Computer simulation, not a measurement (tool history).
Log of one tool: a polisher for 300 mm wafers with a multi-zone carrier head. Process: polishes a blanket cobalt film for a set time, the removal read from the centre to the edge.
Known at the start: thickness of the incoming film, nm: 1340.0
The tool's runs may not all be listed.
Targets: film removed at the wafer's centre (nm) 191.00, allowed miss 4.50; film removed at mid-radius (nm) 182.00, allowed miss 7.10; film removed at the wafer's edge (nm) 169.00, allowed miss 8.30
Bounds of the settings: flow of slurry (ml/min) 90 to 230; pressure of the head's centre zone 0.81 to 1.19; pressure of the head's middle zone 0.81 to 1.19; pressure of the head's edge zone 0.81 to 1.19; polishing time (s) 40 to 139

run	hour	flow of slurry (ml/min)	pressure of the head's centre zone	pressure of the head's middle zone	pressure of the head's edge zone	polishing time (s)	film removed at the wafer's centre (nm)	film removed at mid-radius (nm)	film removed at the wafer's edge (nm)
1	0.0	150	1.00	1.00	1.00	89	227.85	221.36	223.29
2	6.7	135	1.00	1.00	1.00	89	221.30	214.29	220.83
3	11.1	135	1.00	0.97	1.00	89	222.35	211.07	223.58
4	12.2	150	1.00	0.97	1.00	89	229.85	216.58	223.80
5	14.6	150	1.00	0.97	1.08	89	228.93	219.64	227.78
6	19.9	150	1.06	0.97	1.08	89	240.12	214.95	232.79
7	21.1	160	1.05	0.97	1.04	86	233.20	211.34	220.69
8	24.9	165	1.04	0.97	1.01	83	223.41	203.62	213.03
9	26.9	170	1.04	0.99	0.98	81	223.05	206.15	203.97
10	34.3	170	1.04	0.99	0.98	81	220.95	201.81	204.41
11	39.4	170	1.04	1.00	0.96	79	214.78	199.62	194.09
12	46.2	165	1.04	1.01	0.94	78	209.87	200.20	189.35
13	49.1	160	1.04	1.01	0.92	78	209.35	196.38	191.06
14	50.0	160	1.04	1.01	0.91	77	208.55	192.76	183.96
15	51.2	120	1.01	1.02	0.85	76	184.53	181.70	171.20

4 next moves are on the table. One of them brings every result within its allowed miss. Which?
A	52.4	160	1.12	1.11	0.81	66	?	?	?
B	52.4	115	0.98	1.04	0.88	74	?	?	?
C	52.4	140	1.01	1.06	0.83	71	?	?	?
D	52.4	105	1.08	1.05	0.86	77	?	?	?

move	film removed at the wafer's centre (nm)	film removed at mid-radius (nm)	film removed at the wafer's edge (nm)
A	191.20	182.36	153.43
B	172.66	180.19	169.86
C	179.89	183.86	163.85
D	192.68	184.40	172.01
A: brings the result that was furthest off to its target, and leaves another outside
B: further off than the last run
C: further off than the last run
D: meets every target
Move D is the one to make.
